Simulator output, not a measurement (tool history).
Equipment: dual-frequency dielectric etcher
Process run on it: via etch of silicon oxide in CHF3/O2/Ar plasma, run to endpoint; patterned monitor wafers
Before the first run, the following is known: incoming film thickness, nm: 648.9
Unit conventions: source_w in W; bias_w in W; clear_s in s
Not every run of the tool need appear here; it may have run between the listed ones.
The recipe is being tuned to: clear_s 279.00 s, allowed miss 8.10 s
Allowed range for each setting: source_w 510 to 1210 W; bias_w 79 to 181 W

{"run": 1, "hour": 0.0, "source_w": 860, "bias_w": 130, "clear_s": 317.99}
{"run": 2, "hour": 7.7, "source_w": 860, "bias_w": 144, "clear_s": 308.65}
{"run": 3, "hour": 8.8, "source_w": 890, "bias_w": 146, "clear_s": 301.13}
{"run": 4, "hour": 12.6, "source_w": 790, "bias_w": 146, "clear_s": 326.92}
{"run": 5, "hour": 18.6, "source_w": 820, "bias_w": 147, "clear_s": 312.77}
{"run": 6, "hour": 20.3, "source_w": 820, "bias_w": 166, "clear_s": 302.24}
{"run": 7, "hour": 23.6, "source_w": 840, "bias_w": 167, "clear_s": 295.94}
{"run": 8, "hour": 29.6, "source_w": 850, "bias_w": 167, "clear_s": 295.69}
{"run": 9, "hour": 30.2, "source_w": 970, "bias_w": 174, "clear_s": 266.68}

Pick the move, out of 4, that brings all results within their allowed miss; only one does.
{"run": "A", "hour": 30.8, "source_w": 800, "bias_w": 181, "clear_s": "?"}
{"run": "B", "hour": 30.8, "source_w": 1100, "bias_w": 181, "clear_s": "?"}
{"run": "C", "hour": 30.8, "source_w": 1040, "bias_w": 181, "clear_s": "?"}
{"run": "D", "hour": 30.8, "source_w": 1070, "bias_w": 141, "clear_s": "?"}

move=A clear_s=300.00
move=B clear_s=251.14
move=C clear_s=258.71
move=D clear_s=279.14
A: pushes the last run's worst result past its target
B: misses by more than the last run did
C: misses by more than the last run did
D: all results in spec
The move that meets every target is D.

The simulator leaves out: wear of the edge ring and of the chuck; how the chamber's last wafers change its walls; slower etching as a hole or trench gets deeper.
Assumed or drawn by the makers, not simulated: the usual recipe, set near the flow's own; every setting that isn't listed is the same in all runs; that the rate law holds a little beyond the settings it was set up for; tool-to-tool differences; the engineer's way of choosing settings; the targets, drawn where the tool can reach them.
